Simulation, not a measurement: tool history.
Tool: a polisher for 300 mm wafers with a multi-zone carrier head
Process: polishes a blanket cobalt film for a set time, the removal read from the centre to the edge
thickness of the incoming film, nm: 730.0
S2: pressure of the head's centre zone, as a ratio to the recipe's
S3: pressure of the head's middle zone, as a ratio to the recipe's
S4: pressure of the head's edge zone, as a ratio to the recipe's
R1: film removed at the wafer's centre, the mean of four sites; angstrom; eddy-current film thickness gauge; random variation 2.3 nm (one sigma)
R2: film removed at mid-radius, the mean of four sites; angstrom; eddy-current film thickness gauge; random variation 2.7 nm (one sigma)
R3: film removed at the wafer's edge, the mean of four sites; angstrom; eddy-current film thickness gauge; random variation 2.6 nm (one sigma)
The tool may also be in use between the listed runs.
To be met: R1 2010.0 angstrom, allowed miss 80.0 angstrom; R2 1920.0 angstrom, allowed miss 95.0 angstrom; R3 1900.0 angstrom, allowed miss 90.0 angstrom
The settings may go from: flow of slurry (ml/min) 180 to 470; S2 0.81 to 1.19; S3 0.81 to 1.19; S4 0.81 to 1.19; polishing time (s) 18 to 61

Run 1, hour 0.0: flow of slurry (ml/min) 300, S2 1.00, S3 1.00, S4 1.00, polishing time (s) 39. Result: R1 2200.0 angstrom, R2 2218.3 angstrom, R3 2222.1 angstrom.
Run 2, hour 4.3: flow of slurry (ml/min) 300, S2 1.00, S3 1.00, S4 1.00, polishing time (s) 44. Result: R1 2501.4 angstrom, R2 2518.4 angstrom, R3 2498.0 angstrom.
Run 3, hour 5.1: flow of slurry (ml/min) 300, S2 0.93, S3 1.00, S4 1.00, polishing time (s) 44. Result: R1 2363.3 angstrom, R2 2489.2 angstrom, R3 2529.4 angstrom.
Run 4, hour 10.1: flow of slurry (ml/min) 300, S2 0.85, S3 1.00, S4 1.00, polishing time (s) 44. Result: R1 2106.8 angstrom, R2 2535.3 angstrom, R3 2577.9 angstrom.
Run 5, hour 13.0: flow of slurry (ml/min) 300, S2 0.85, S3 0.93, S4 1.00, polishing time (s) 44. Result: R1 2208.1 angstrom, R2 2402.4 angstrom, R3 2549.8 angstrom.
Run 6, hour 16.4: flow of slurry (ml/min) 300, S2 0.86, S3 0.93, S4 0.98, polishing time (s) 43. Result: R1 2139.3 angstrom, R2 2362.0 angstrom, R3 2438.0 angstrom.
Run 7, hour 20.7: flow of slurry (ml/min) 300, S2 0.87, S3 0.92, S4 0.97, polishing time (s) 42. Result: R1 2112.2 angstrom, R2 2303.9 angstrom, R3 2386.7 angstrom.
Run 8, hour 25.9: flow of slurry (ml/min) 300, S2 0.88, S3 0.91, S4 0.96, polishing time (s) 41. Result: R1 2043.5 angstrom, R2 2207.0 angstrom, R3 2347.3 angstrom.
Run 9, hour 33.8: flow of slurry (ml/min) 300, S2 0.91, S3 0.92, S4 0.95, polishing time (s) 40. Result: R1 2100.6 angstrom, R2 2142.0 angstrom, R3 2267.5 angstrom.
Run 10, hour 37.8: flow of slurry (ml/min) 300, S2 0.92, S3 0.93, S4 0.94, polishing time (s) 39. Result: R1 2071.5 angstrom, R2 2081.2 angstrom, R3 2178.7 angstrom.
Run 11, hour 46.4: flow of slurry (ml/min) 300, S2 0.93, S3 0.94, S4 0.93, polishing time (s) 39. Result: R1 2073.1 angstrom, R2 2134.4 angstrom, R3 2181.1 angstrom.
Run 12, hour 47.5: flow of slurry (ml/min) 300, S2 0.94, S3 0.94, S4 0.92, polishing time (s) 38. Result: R1 2089.4 angstrom, R2 2128.8 angstrom, R3 2111.1 angstrom.
Run 13, hour 51.7: flow of slurry (ml/min) 300, S2 0.94, S3 0.94, S4 0.91, polishing time (s) 38. Result: R1 2085.9 angstrom, R2 2114.6 angstrom, R3 2088.5 angstrom.
Run 14, hour 59.9: flow of slurry (ml/min) 300, S2 0.94, S3 0.94, S4 0.90, polishing time (s) 38. Result: R1 2010.0 angstrom, R2 2067.3 angstrom, R3 2047.8 angstrom.
Run 15, hour 66.7: flow of slurry (ml/min) 300, S2 1.00, S3 0.90, S4 0.81, polishing time (s) 37. Result: R1 2155.5 angstrom, R2 1921.7 angstrom, R3 1961.0 angstrom.
Run 16, hour 72.7: flow of slurry (ml/min) 300, S2 1.00, S3 0.90, S4 0.81, polishing time (s) 37. Result: R1 2147.3 angstrom, R2 1949.2 angstrom, R3 2009.1 angstrom.

4 next moves are on the table. One of them brings every result within its allowed miss. Which?
Run A, hour 78.7: flow of slurry (ml/min) 305, S2 0.98, S3 0.92, S4 0.82, polishing time (s) 36. Result: R1 ?, R2 ?, R3 ?.
Run B, hour 78.7: flow of slurry (ml/min) 280, S2 0.94, S3 0.81, S4 0.89, polishing time (s) 39. Result: R1 ?, R2 ?, R3 ?.
Run C, hour 78.7: flow of slurry (ml/min) 265, S2 0.93, S3 0.95, S4 0.84, polishing time (s) 34. Result: R1 ?, R2 ?, R3 ?.
Run D, hour 78.7: flow of slurry (ml/min) 250, S2 1.03, S3 0.82, S4 0.86, polishing time (s) 39. Result: R1 ?, R2 ?, R3 ?.

move      R1      R2      R3
   A  2045.0  1890.7  1865.5
   B  2110.7  1835.1  2091.4
   C  1815.5  1819.2  1768.6
   D  2297.2  1840.0  2048.1
A: meets every target
B: further off than the last run
C: takes the result that was furthest off past its target
D: further off than the last run
The right move is A.
